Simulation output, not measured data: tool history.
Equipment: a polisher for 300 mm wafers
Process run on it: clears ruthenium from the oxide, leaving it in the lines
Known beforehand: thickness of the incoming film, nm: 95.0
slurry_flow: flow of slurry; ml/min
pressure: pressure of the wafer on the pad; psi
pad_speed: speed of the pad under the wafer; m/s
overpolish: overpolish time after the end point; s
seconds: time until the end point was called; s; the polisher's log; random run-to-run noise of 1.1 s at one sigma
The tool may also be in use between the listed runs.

run 1 hour=0.0 | slurry_flow=160 pressure=1.8 pad_speed=0.76 overpolish=3 | seconds=128.38
run 2 hour=8.3 | slurry_flow=135 pressure=1.8 pad_speed=0.76 overpolish=3 | seconds=135.77
run 3 hour=12.9 | slurry_flow=135 pressure=1.8 pad_speed=0.76 overpolish=3 | seconds=133.22
run 4 hour=16.9 | slurry_flow=140 pressure=1.9 pad_speed=0.76 overpolish=3 | seconds=123.70
run 5 hour=24.3 | slurry_flow=140 pressure=2.2 pad_speed=0.76 overpolish=3 | seconds=106.94
run 6 hour=30.4 | slurry_flow=140 pressure=1.8 pad_speed=0.76 overpolish=3 | seconds=133.08

What will run 7 give?
run 7 hour=32.1 | slurry_flow=145 pressure=1.9 pad_speed=0.76 overpolish=3 | seconds=?

seconds: 126.02 s
